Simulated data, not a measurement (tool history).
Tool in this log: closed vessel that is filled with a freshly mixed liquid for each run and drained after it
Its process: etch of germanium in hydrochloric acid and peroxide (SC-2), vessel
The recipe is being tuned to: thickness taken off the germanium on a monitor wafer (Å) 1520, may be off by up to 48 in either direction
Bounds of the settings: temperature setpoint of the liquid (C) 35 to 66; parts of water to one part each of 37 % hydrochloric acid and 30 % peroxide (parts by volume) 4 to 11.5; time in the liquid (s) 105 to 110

| run | hour | temperature setpoint of the liquid (C) | parts of water to one part each of 37 % hydrochloric acid and 30 % peroxide (parts by volume) | time in the liquid (s) | thickness taken off the germanium on a monitor wafer (Å) |
|---|---|---|---|---|---|
| 1 | 0 | 50 | 6.5 | 105 | 2057.9 |
| 2 | 1.8 | 47 | 6.5 | 105 | 1843.1 |
| 3 | 5.9 | 47 | 6.5 | 110 | 1958.7 |
| 4 | 6.9 | 45 | 6.5 | 110 | 1816.9 |
| 5 | 10.3 | 43.5 | 6.5 | 110 | 1749 |
| 6 | 11.5 | 43.5 | 4.5 | 110 | 1776.2 |
| 7 | 18 | 42 | 4.5 | 110 | 1668.1 |
| 8 | 25.8 | 41 | 4.5 | 110 | 1610.2 |
| 9 | 27.5 | 41 | 4.5 | 110 | 1629.6 |

Which one of the following 5 next-run settings gets every result inside its allowed miss? There is exactly one.
| A | 29.2 | 47 | 7 | 105 | ? |
| B | 29.2 | 43 | 6 | 110 | ? |
| C | 29.2 | 39.5 | 4.5 | 110 | ? |
| D | 29.2 | 41 | 5.5 | 110 | ? |
| E | 29.2 | 43.5 | 4 | 110 | ? |

| move | thickness taken off the germanium on a monitor wafer (Å) |
|---|---|
| A | 1842.7 |
| B | 1702.2 |
| C | 1519.6 |
| D | 1594.8 |
| E | 1743.6 |
A: lands further from the targets than the last run did
B: lands further from the targets than the last run did
C: all results land within tolerance of their targets
D: closes in on the targets versus the last run, not all within tolerance yet
E: lands further from the targets than the last run did
C meets every target.
